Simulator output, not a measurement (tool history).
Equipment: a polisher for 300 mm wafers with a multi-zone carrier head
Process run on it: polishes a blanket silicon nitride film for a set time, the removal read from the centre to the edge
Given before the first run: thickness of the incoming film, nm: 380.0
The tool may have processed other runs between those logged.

run	hour	flow of slurry (ml/min)	pressure of the head's centre zone	pressure of the head's middle zone	pressure of the head's edge zone	polishing time (s)	film removed at the wafer's centre (angstrom)	film removed at mid-radius (angstrom)	film removed at the wafer's edge (angstrom)
1	0.0	155	1.00	1.00	1.00	55	1023.00	1048.40	1103.70
2	4.4	155	1.00	1.00	1.00	43	790.79	801.62	850.86
3	11.1	150	1.00	0.97	0.99	41	753.68	743.05	830.25
4	14.2	150	1.04	0.97	0.99	41	790.26	738.23	820.99
5	16.8	175	1.04	0.97	0.99	41	812.64	767.87	797.79
6	18.3	175	1.03	0.95	0.99	39	763.19	705.35	776.64
7	23.4	180	1.02	0.93	0.98	38	735.26	683.80	794.32
# hour 26.5: edge zone pressure recalibrated
8	26.5	180	1.02	0.93	0.98	36	706.11	650.51	695.44
9	27.9	175	1.01	0.91	0.97	36	699.19	638.05	702.36
10	35.9	170	1.00	0.89	0.97	36	671.91	618.54	678.69
11	42.3	165	1.00	0.88	0.99	36	673.54	610.43	707.06
12	44.3	160	0.99	0.87	0.99	36	667.32	603.09	664.85
13	47.9	160	0.98	0.86	1.02	35	636.08	589.33	673.17
14	56.1	155	0.98	0.85	1.03	35	636.24	571.47	687.83
15	59.8	150	0.98	0.84	1.03	35	629.93	548.36	669.03

What does the tool deliver on the next run?
16	66.1	145	0.97	0.84	1.03	35	?	?	?

film removed at the wafer's centre (angstrom): 621.06
film removed at mid-radius (angstrom): 560.09
film removed at the wafer's edge (angstrom): 678.77
